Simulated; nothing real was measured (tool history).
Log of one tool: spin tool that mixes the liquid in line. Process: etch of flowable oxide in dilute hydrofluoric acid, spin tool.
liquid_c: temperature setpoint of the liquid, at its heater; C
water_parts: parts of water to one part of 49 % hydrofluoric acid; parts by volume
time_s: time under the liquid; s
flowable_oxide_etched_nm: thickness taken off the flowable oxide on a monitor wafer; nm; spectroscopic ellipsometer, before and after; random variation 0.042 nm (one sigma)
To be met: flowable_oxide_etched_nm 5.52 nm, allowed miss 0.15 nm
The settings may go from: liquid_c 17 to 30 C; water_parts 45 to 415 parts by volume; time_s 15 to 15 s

Run 1, hour 0: liquid_c 22 C, water_parts 230 parts by volume, time_s 15 s. Result: flowable_oxide_etched_nm 2.3544 nm.
Run 2, hour 5.5: liquid_c 22 C, water_parts 230 parts by volume, time_s 15 s. Result: flowable_oxide_etched_nm 2.3506 nm.
Run 3, hour 12.3: liquid_c 22 C, water_parts 230 parts by volume, time_s 15 s. Result: flowable_oxide_etched_nm 2.3308 nm.
Run 4, hour 19.1: liquid_c 22 C, water_parts 260 parts by volume, time_s 15 s. Result: flowable_oxide_etched_nm 2.0046 nm.
Run 5, hour 25.7: liquid_c 19.5 C, water_parts 260 parts by volume, time_s 15 s. Result: flowable_oxide_etched_nm 1.8359 nm.
Run 6, hour 34.2: liquid_c 19.5 C, water_parts 260 parts by volume, time_s 15 s. Result: flowable_oxide_etched_nm 1.8296 nm.
At hour 43: thermometer replaced.
Run 7, hour 43: liquid_c 20.5 C, water_parts 245 parts by volume, time_s 15 s. Result: flowable_oxide_etched_nm 1.9033 nm.
Run 8, hour 45.3: liquid_c 21.5 C, water_parts 235 parts by volume, time_s 15 s. Result: flowable_oxide_etched_nm 2.097 nm.
Run 9, hour 52.2: liquid_c 22.5 C, water_parts 215 parts by volume, time_s 15 s. Result: flowable_oxide_etched_nm 2.4255 nm.
Run 10, hour 58: liquid_c 23.5 C, water_parts 200 parts by volume, time_s 15 s. Result: flowable_oxide_etched_nm 2.7292 nm.
Run 11, hour 60.5: liquid_c 24 C, water_parts 185 parts by volume, time_s 15 s. Result: flowable_oxide_etched_nm 3.095 nm.
Run 12, hour 62.9: liquid_c 24.5 C, water_parts 175 parts by volume, time_s 15 s. Result: flowable_oxide_etched_nm 3.3967 nm.

Which of these 4 next moves meets every target?
Run A, hour 65.3: liquid_c 25 C, water_parts 90 parts by volume, time_s 15 s. Result: flowable_oxide_etched_nm ?.
Run B, hour 65.3: liquid_c 23.5 C, water_parts 130 parts by volume, time_s 15 s. Result: flowable_oxide_etched_nm ?.
Run C, hour 65.3: liquid_c 29 C, water_parts 170 parts by volume, time_s 15 s. Result: flowable_oxide_etched_nm ?.
Run D, hour 65.3: liquid_c 25 C, water_parts 115 parts by volume, time_s 15 s. Result: flowable_oxide_etched_nm ?.

move  flowable_oxide_etched_nm
   A                    7.3212
   B                    4.5517
   C                    4.0737
   D                     5.553
A: takes the result that was furthest off past its target
B: nearer than the last run, and not there yet
C: nearer than the last run, and not there yet
D: meets every target
The right move is D.
